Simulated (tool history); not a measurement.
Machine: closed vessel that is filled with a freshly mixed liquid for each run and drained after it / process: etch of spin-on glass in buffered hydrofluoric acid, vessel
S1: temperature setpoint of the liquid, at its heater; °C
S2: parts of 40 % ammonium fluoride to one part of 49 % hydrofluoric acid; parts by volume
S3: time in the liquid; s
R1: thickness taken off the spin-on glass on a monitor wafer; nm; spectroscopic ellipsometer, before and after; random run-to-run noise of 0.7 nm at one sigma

run	hour	S1	S2	S3	R1
1	0.0	23.0	20.5	95	91.800
2	7.7	23.0	20.5	95	93.093
3	13.7	23.0	15.5	95	121.710
4	21.7	20.0	15.5	95	103.360
5	30.3	20.0	15.5	95	103.400
6	39.2	20.0	15.5	100	109.400
7	43.9	19.5	16.5	100	97.412
8	49.0	19.0	17.0	100	93.110
9	54.0	18.5	17.5	100	88.148

Expected results for the next run?
10	61.5	18.0	18.0	100	?

R1: 83.069 nm
